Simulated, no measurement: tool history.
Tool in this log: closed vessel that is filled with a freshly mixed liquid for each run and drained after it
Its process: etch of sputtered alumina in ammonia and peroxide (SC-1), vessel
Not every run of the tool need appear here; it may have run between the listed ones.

| run | day | temperature setpoint of the liquid (K) | parts of 29 % ammonia solution to one part of 30 % peroxide (parts by volume) | time in the liquid (s) | thickness taken off the sputtered alumina on a monitor wafer (angstrom) |
|---|---|---|---|---|---|
| 1 | 0.000 | 325.15 | 0.95 | 445 | 313.08 |
| 2 | 0.200 | 323.65 | 0.95 | 445 | 296.37 |
| 3 | 0.275 | 323.65 | 1.05 | 445 | 296.70 |
| 4 | 0.367 | 322.15 | 1.05 | 445 | 270.26 |
| 5 | 0.462 | 322.15 | 1.05 | 475 | 288.46 |
| 6 | 0.667 | 321.15 | 1.05 | 475 | 271.58 |

What will run 7 give?
| 7 | 0.858 | 320.15 | 1.05 | 475 | ? |

{"run 7": {"thickness taken off the sputtered alumina on a monitor wafer (angstrom)": 257.93}}

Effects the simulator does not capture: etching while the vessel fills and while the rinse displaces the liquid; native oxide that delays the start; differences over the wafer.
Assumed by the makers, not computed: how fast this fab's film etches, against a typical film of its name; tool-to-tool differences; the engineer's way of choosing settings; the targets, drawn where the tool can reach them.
